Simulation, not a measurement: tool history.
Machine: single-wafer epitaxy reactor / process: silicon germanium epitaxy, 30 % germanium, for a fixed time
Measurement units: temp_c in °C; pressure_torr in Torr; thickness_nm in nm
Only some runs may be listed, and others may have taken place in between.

run,hour,temp_c,pressure_torr,thickness_nm
1,0.0,625,23.6,108.890
2,4.3,615,23.6,93.592
3,11.2,615,20.2,88.570
4,17.1,615,23.8,93.870
5,21.6,615,21.9,91.403
6,30.2,615,24.3,94.846
7,33.3,615,24.3,94.014
8,41.4,627,24.7,114.580
9,44.0,631,24.8,120.720
10,45.4,634,24.9,126.840
11,48.1,636,24.9,131.310

The next listed run, before its measurement:
12,50.4,638,24.9,?

thickness_nm: 135.510 nm

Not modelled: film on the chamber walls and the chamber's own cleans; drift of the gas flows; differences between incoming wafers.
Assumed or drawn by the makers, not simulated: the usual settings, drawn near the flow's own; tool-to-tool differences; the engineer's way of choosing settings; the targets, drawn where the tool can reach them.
